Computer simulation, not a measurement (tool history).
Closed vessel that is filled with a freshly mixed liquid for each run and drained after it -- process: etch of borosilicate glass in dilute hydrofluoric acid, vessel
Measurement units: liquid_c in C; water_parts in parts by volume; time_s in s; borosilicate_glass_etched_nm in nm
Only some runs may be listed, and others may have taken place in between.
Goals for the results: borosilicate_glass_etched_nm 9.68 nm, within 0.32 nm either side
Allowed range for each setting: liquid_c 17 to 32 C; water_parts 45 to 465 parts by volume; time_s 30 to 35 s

run,day,liquid_c,water_parts,time_s,borosilicate_glass_etched_nm
1,0,24,255,35,3.0775
2,0.058,22,255,35,2.8461
3,0.396,22,345,35,1.9299
4,0.438,23.5,295,35,2.4168
5,0.508,25,250,35,3.2469
6,0.546,26,220,35,3.8922
7,0.85,27,195,35,4.6653
8,1.088,28,175,35,5.5413
9,1.371,28.5,160,35,6.2202
10,1.546,32,90,35,13.886
11,1.858,31.5,90,35,13.879
12,2.221,30.5,90,35,12.979
13,2.317,29.5,90,35,12.873

Of the 5 settings listed for the next run, only one would bring every result within its allowed miss of target. Which one?
A,2.412,28,95,30,?
B,2.412,31.5,100,30,?
C,2.412,29,105,35,?
D,2.412,26.5,100,35,?
E,2.412,28.5,90,30,?

move,borosilicate_glass_etched_nm
A,9.7465
B,10.489
C,10.542
D,10.128
E,10.559
A: each result inside its tolerance
B: nearer than the last run, and not there yet
C: nearer than the last run, and not there yet
D: nearer than the last run, and not there yet
E: nearer than the last run, and not there yet
Correct choice: A, which meets every target

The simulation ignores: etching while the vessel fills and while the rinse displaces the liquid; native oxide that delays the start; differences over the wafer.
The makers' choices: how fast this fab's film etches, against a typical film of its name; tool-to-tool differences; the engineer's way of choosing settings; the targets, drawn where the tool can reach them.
